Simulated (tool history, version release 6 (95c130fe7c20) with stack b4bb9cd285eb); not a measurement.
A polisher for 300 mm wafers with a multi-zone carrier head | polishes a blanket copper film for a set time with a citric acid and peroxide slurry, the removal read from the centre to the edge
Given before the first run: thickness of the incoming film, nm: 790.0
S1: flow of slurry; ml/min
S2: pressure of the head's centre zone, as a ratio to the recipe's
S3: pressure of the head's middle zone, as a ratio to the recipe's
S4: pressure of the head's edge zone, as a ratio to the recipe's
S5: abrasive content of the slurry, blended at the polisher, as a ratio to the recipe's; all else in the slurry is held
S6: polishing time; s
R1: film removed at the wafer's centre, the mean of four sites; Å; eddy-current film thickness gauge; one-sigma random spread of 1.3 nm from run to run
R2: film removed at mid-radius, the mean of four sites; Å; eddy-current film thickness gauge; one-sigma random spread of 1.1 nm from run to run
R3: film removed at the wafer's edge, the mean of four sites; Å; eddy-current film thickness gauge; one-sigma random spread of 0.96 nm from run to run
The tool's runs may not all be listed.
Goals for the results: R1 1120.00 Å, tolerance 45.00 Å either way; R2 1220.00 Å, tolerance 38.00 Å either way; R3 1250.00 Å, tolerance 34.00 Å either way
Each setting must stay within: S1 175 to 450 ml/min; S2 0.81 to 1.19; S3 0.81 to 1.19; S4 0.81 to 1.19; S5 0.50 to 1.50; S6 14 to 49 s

| run | hour | S1 | S2 | S3 | S4 | S5 | S6 | R1 | R2 | R3 |
|---|---|---|---|---|---|---|---|---|---|---|
| 1 | 0.0 | 290 | 1.00 | 1.00 | 1.00 | 1.00 | 31 | 960.05 | 938.55 | 935.49 |
| 2 | 5.3 | 290 | 1.00 | 1.00 | 1.00 | 0.80 | 31 | 897.88 | 890.17 | 902.39 |
| 3 | 9.8 | 290 | 0.91 | 1.00 | 1.00 | 0.80 | 31 | 845.70 | 898.22 | 881.86 |
| 4 | 14.6 | 290 | 0.91 | 1.00 | 1.00 | 1.00 | 31 | 865.19 | 939.66 | 927.02 |
| 5 | 19.0 | 290 | 0.95 | 1.00 | 1.00 | 1.00 | 31 | 916.24 | 923.62 | 926.66 |
| 6 | 21.6 | 290 | 0.94 | 1.01 | 1.03 | 1.10 | 32 | 967.91 | 1003.30 | 992.63 |
| 7 | 23.8 | 290 | 0.92 | 1.01 | 1.06 | 1.20 | 33 | 986.35 | 1037.60 | 1052.30 |
| 8 | 24.8 | 320 | 0.93 | 1.09 | 1.16 | 1.45 | 36 | 1127.50 | 1277.80 | 1264.60 |

Of the 5 settings listed for the next run, only one would bring every result within its allowed miss of target. Which one?
| A | 25.8 | 300 | 0.92 | 1.06 | 1.17 | 1.45 | 36 | ? | ? | ? |
| B | 25.8 | 295 | 0.92 | 1.16 | 1.19 | 1.50 | 35 | ? | ? | ? |
| C | 25.8 | 300 | 0.93 | 1.08 | 1.15 | 1.45 | 37 | ? | ? | ? |
| D | 25.8 | 305 | 0.96 | 1.08 | 1.15 | 1.45 | 38 | ? | ? | ? |
| E | 25.8 | 240 | 1.03 | 1.03 | 1.12 | 1.50 | 37 | ? | ? | ? |

| move | R1 | R2 | R3 |
|---|---|---|---|
| A | 1110.30 | 1234.30 | 1262.50 |
| B | 1086.70 | 1304.40 | 1244.40 |
| C | 1150.30 | 1288.90 | 1286.00 |
| D | 1210.90 | 1325.20 | 1322.00 |
| E | 1226.20 | 1225.70 | 1263.10 |
A: hits every target within its allowed miss
B: its largest miss is bigger than the last run's
C: its largest miss is bigger than the last run's
D: its largest miss is bigger than the last run's
E: brings the last run's worst result on target, with another outside its allowed miss
So the answer is move A, the one that meets all the targets.

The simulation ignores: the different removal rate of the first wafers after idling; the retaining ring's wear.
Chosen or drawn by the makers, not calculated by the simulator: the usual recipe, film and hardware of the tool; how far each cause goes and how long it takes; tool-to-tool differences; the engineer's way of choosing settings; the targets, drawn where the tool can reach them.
